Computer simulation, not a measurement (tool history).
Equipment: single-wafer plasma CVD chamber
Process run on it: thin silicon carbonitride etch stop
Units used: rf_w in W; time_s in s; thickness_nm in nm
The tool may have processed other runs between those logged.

{"run": 1, "hour": 0.0, "rf_w": 260, "time_s": 27.6, "thickness_nm": 19.447}
{"run": 2, "hour": 4.7, "rf_w": 250, "time_s": 26.6, "thickness_nm": 18.224}
{"run": 3, "hour": 11.0, "rf_w": 250, "time_s": 24.6, "thickness_nm": 17.019}
{"run": 4, "hour": 13.8, "rf_w": 250, "time_s": 26.3, "thickness_nm": 18.13}
{"run": 5, "hour": 14.8, "rf_w": 240, "time_s": 25.6, "thickness_nm": 17.512}
{"run": 6, "hour": 17.4, "rf_w": 240, "time_s": 23.9, "thickness_nm": 16.202}
{"run": 7, "hour": 22.0, "rf_w": 235, "time_s": 23.6, "thickness_nm": 15.858}
{"run": 8, "hour": 22.8, "rf_w": 235, "time_s": 23.6, "thickness_nm": 15.962}

Run 9 is up next; what results do you expect?
{"run": 9, "hour": 27.8, "rf_w": 195, "time_s": 20.2, "thickness_nm": "?"}

thickness_nm: 12.646 nm

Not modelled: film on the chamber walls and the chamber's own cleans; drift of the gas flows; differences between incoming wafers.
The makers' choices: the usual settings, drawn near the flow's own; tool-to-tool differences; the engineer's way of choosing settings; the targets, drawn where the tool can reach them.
